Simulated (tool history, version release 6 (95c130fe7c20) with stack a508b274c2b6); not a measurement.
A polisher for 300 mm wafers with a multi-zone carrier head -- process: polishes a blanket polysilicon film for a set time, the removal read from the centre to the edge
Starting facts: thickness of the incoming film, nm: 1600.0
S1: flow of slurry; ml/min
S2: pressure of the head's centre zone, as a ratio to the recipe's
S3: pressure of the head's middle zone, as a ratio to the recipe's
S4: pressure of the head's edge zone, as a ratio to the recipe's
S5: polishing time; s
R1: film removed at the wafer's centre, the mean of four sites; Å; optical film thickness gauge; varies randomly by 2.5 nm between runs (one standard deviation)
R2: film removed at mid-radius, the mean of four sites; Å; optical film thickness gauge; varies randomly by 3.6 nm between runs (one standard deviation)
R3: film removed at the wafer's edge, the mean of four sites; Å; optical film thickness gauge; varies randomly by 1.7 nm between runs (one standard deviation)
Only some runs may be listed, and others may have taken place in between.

run 1 hour=0 | S1=220 S2=1 S3=1 S4=1 S5=51 | R1=4374.4 R2=4549.5 R3=4516
run 2 hour=8.3 | S1=215 S2=1.01 S3=1.01 S4=0.96 S5=45 | R1=3916.8 R2=4085 R3=3844.9
run 3 hour=13.7 | S1=210 S2=1 S3=1 S4=0.93 S5=41 | R1=3573.4 R2=3631.9 R3=3447
run 4 hour=19.5 | S1=210 S2=1.04 S3=1 S4=0.93 S5=41 | R1=3679.8 R2=3755.4 R3=3440.2
run 5 hour=27.4 | S1=205 S2=1.02 S3=1 S4=0.91 S5=38 | R1=3338.7 R2=3359.2 R3=3201.6
run 6 hour=30.6 | S1=205 S2=1.02 S3=1 S4=0.91 S5=43 | R1=3829.8 R2=3828.6 R3=3602.4

Run 7 is up next; what results do you expect?
run 7 hour=31.1 | S1=210 S2=1.02 S3=1.01 S4=0.9 S5=39 | R1=? R2=? R3=?

R1: 3455.8 Å
R2: 3534.5 Å
R3: 3270.1 Å
